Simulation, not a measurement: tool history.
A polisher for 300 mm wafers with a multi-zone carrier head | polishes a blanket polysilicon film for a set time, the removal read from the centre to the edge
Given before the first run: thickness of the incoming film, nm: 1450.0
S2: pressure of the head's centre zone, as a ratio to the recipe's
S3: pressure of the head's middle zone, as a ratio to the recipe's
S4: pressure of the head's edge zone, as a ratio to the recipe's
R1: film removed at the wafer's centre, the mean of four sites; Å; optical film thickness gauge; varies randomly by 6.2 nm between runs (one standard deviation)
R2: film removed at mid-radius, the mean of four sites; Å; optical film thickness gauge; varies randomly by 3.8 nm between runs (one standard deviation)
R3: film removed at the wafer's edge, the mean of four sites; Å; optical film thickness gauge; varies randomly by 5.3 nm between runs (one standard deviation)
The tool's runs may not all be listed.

run 1 hour=0.0 | flow_of_slurry_(ml/min)=170 S2=1.00 S3=1.00 S4=1.00 polishing_time_(s)=54 | R1=4020.6 R2=4186.3 R3=4359.6
run 2 hour=4.0 | flow_of_slurry_(ml/min)=155 S2=1.00 S3=1.00 S4=1.00 polishing_time_(s)=54 | R1=3874.8 R2=4074.9 R3=4242.6
run 3 hour=9.9 | flow_of_slurry_(ml/min)=180 S2=0.99 S3=1.05 S4=0.99 polishing_time_(s)=54 | R1=3971.5 R2=4417.6 R3=4288.5
run 4 hour=12.6 | flow_of_slurry_(ml/min)=200 S2=0.99 S3=1.09 S4=1.01 polishing_time_(s)=55 | R1=4193.2 R2=4750.6 R3=4469.6
run 5 hour=14.4 | flow_of_slurry_(ml/min)=200 S2=0.99 S3=1.09 S4=1.09 polishing_time_(s)=55 | R1=4173.0 R2=4734.5 R3=4627.0
run 6 hour=21.8 | flow_of_slurry_(ml/min)=200 S2=0.99 S3=1.09 S4=1.13 polishing_time_(s)=55 | R1=4133.9 R2=4754.7 R3=4732.8

What does the tool deliver on the next run?
run 7 hour=26.0 | flow_of_slurry_(ml/min)=215 S2=0.98 S3=1.12 S4=1.11 polishing_time_(s)=56 | R1=? R2=? R3=?

Run 7 gave R1 4305.0 Å, R2 5006.1 Å, R3 4838.4 Å.
